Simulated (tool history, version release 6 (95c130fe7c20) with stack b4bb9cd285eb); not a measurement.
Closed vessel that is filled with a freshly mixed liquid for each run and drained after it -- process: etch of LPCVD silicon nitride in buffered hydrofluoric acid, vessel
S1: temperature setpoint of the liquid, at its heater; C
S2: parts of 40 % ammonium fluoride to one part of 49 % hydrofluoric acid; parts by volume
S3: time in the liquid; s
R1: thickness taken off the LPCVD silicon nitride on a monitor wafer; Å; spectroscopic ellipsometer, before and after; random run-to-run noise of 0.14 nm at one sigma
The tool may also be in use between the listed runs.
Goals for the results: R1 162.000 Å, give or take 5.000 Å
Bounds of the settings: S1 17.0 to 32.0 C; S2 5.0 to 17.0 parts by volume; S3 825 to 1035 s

run 1 hour=0.0 | S1=24.0 S2=10.5 S3=1035 | R1=124.350
run 2 hour=7.6 | S1=21.5 S2=10.5 S3=1035 | R1=109.030
run 3 hour=12.2 | S1=21.5 S2=10.5 S3=825 | R1=85.747
run 4 hour=12.8 | S1=22.5 S2=10.5 S3=825 | R1=90.820
run 5 hour=16.5 | S1=23.5 S2=10.5 S3=825 | R1=98.291
-- hour=20.5 hydrofluoric acid flow meter replaced
run 6 hour=20.5 | S1=23.5 S2=10.5 S3=825 | R1=107.510
run 7 hour=23.1 | S1=27.5 S2=10.0 S3=825 | R1=140.510
run 8 hour=27.1 | S1=28.5 S2=10.0 S3=825 | R1=148.630
run 9 hour=31.4 | S1=29.5 S2=10.0 S3=825 | R1=154.280

5 next moves are on the table. One of them brings every result within its allowed miss. Which?
run A hour=35.7 | S1=31.0 S2=13.5 S3=965 | R1=?
run B hour=35.7 | S1=28.0 S2=10.0 S3=925 | R1=?
run C hour=35.7 | S1=30.0 S2=12.0 S3=875 | R1=?
run D hour=35.7 | S1=26.0 S2=11.0 S3=980 | R1=?
run E hour=35.7 | S1=26.5 S2=9.5 S3=905 | R1=?

move=A R1=149.060
move=B R1=163.460
move=C R1=143.900
move=D R1=141.840
move=E R1=152.470
A: the biggest miss grows against the last run
B: hits every target within its allowed miss
C: the biggest miss grows against the last run
D: the biggest miss grows against the last run
E: the biggest miss grows against the last run
The move that meets every target is B.
